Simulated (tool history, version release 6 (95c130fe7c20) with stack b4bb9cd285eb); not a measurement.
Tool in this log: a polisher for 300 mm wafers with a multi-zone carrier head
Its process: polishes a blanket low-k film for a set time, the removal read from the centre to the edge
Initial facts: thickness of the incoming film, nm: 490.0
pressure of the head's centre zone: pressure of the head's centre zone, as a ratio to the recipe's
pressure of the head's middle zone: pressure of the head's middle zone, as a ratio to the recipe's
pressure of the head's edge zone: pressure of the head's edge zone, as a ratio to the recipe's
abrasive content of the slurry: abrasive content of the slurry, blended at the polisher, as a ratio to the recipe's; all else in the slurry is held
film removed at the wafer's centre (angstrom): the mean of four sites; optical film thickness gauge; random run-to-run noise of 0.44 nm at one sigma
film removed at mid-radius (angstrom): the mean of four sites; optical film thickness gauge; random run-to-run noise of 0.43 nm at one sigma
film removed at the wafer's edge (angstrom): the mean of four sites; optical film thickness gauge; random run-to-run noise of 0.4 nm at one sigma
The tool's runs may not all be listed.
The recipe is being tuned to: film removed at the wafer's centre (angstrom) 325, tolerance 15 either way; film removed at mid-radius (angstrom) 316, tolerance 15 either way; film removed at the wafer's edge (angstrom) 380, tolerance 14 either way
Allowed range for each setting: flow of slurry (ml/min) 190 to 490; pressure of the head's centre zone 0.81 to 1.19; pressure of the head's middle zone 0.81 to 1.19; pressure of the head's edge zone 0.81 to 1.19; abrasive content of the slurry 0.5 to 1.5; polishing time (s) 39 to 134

run	hour	flow of slurry (ml/min)	pressure of the head's centre zone	pressure of the head's middle zone	pressure of the head's edge zone	abrasive content of the slurry	polishing time (s)	film removed at the wafer's centre (angstrom)	film removed at mid-radius (angstrom)	film removed at the wafer's edge (angstrom)
1	0	315	1	1	1	1	86	454.52	447.65	441.04
2	3.3	315	1	1	1	1	93	484.02	485.54	478.22
3	10.7	310	0.96	0.95	1.02	0.85	92	421.89	433.04	454
4	16.3	260	0.96	0.95	1.02	0.85	92	419.83	425.1	439.48
5	19.5	265	0.95	0.91	1.03	0.75	91	403.5	372.29	420.9
6	25	265	0.95	0.91	1.06	0.75	91	389.1	380.91	421.17
7	29.8	260	0.93	0.89	1.06	0.7	91	372.99	363.94	422.06
8	33.3	255	0.92	0.88	1.05	0.65	91	356.94	353.77	398.25
9	41.5	250	0.91	0.86	1.05	0.6	91	342.19	331.67	390.74

5 next moves are on the table. One of them brings every result within its allowed miss. Which?
A	49.7	220	0.84	0.87	1.13	0.55	90	?	?	?
B	49.7	260	0.91	0.88	1.02	0.65	90	?	?	?
C	49.7	200	0.85	0.81	1.14	0.6	86	?	?	?
D	49.7	290	0.81	0.9	1.04	0.5	100	?	?	?
E	49.7	285	0.91	0.85	1.09	0.5	93	?	?	?

move	film removed at the wafer's centre (angstrom)	film removed at mid-radius (angstrom)	film removed at the wafer's edge (angstrom)
A	296.46	312.04	379.06
B	350.39	342.83	390.76
C	295.07	289.79	376
D	311.73	349.27	393.45
E	325.48	309.28	374.46
A: takes the biggest miss from the last run beyond its target
B: further off than the last run
C: takes the biggest miss from the last run beyond its target
D: meets the target for the result that was furthest off, but another lies outside its allowed miss
E: all results land within tolerance of their targets
E meets every target.
